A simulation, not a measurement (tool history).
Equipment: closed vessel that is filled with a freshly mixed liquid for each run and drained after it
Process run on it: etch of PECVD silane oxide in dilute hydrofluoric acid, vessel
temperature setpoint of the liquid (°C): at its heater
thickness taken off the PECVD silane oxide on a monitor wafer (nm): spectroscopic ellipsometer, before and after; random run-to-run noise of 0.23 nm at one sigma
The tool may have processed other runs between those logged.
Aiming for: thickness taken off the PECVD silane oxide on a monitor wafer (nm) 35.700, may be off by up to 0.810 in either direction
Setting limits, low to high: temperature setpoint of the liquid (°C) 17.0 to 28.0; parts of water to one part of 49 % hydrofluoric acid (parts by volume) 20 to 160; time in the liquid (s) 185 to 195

| run | day | temperature setpoint of the liquid (°C) | parts of water to one part of 49 % hydrofluoric acid (parts by volume) | time in the liquid (s) | thickness taken off the PECVD silane oxide on a monitor wafer (nm) |
|---|---|---|---|---|---|
| 1 | 0.000 | 20.0 | 90 | 185 | 31.338 |
| 2 | 0.375 | 20.0 | 90 | 195 | 32.687 |
| 3 | 0.738 | 20.5 | 90 | 195 | 33.555 |
| 4 | 0.762 | 21.0 | 90 | 195 | 34.233 |
| 5 | 1.088 | 21.0 | 90 | 195 | 34.069 |
| 6 | 1.112 | 22.5 | 90 | 195 | 36.386 |
|  | 1.212 | thermometer replaced |
| 7 | 1.212 | 22.0 | 90 | 195 | 32.477 |
| 8 | 1.396 | 21.5 | 90 | 195 | 32.066 |
| 9 | 1.658 | 21.5 | 85 | 195 | 34.072 |
| 10 | 1.954 | 22.0 | 85 | 195 | 34.500 |
| 11 | 2.033 | 22.0 | 80 | 195 | 36.704 |

Which of these 5 next moves meets every target?
| A | 2.112 | 20.5 | 70 | 185 | ? |
| B | 2.112 | 23.5 | 80 | 185 | ? |
| C | 2.112 | 22.5 | 85 | 195 | ? |
| D | 2.112 | 22.5 | 80 | 195 | ? |
| E | 2.112 | 18.0 | 65 | 185 | ? |

| move | thickness taken off the PECVD silane oxide on a monitor wafer (nm) |
|---|---|
| A | 38.285 |
| B | 37.431 |
| C | 35.441 |
| D | 37.886 |
| E | 37.314 |
A: the biggest miss grows against the last run
B: the biggest miss grows against the last run
C: all results in spec
D: the biggest miss grows against the last run
E: the biggest miss grows against the last run
C is the move that brings every result within its allowed miss.
